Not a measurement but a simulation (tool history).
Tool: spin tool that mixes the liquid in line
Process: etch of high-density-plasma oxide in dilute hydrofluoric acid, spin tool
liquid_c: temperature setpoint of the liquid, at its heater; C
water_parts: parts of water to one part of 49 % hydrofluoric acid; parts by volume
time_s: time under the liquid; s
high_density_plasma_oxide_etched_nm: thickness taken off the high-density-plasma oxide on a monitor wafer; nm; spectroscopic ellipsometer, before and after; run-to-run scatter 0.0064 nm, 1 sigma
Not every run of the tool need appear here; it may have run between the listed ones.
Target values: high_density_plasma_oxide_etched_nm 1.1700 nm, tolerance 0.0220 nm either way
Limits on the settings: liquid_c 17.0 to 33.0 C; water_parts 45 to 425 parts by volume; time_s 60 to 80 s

run  hour  liquid_c  water_parts  time_s  high_density_plasma_oxide_etched_nm
  1   0.0      25.0          235      80                               2.5738
  2   1.1      25.0          235      60                               1.9215
  3   8.0      24.0          240      60                               1.8071
  4   9.8      23.5          240      60                               1.7771
  5  13.8      23.0          240      60                               1.7452
  6  16.3      22.5          240      60                               1.7179
  7  19.4      22.0          240      60                               1.6801
  8  20.7      21.5          240      60                               1.6696
  9  25.0      17.5          290      60                               1.1322

4 candidate next runs follow, results not yet known. Just one meets every target within its allowed miss. Identify it.
  A  29.3      17.0          290      60                                    ?
  B  29.3      19.0          320      60                                    ?
  C  29.3      17.5          380      80                                    ?
  D  29.3      17.0          315      70                                    ?

move  high_density_plasma_oxide_etched_nm
   A                               1.1181
   B                               1.0643
   C                               1.0768
   D                               1.1761
A: lands further from the targets than the last run did
B: lands further from the targets than the last run did
C: lands further from the targets than the last run did
D: meets every target
D is the move that brings every result within its allowed miss.
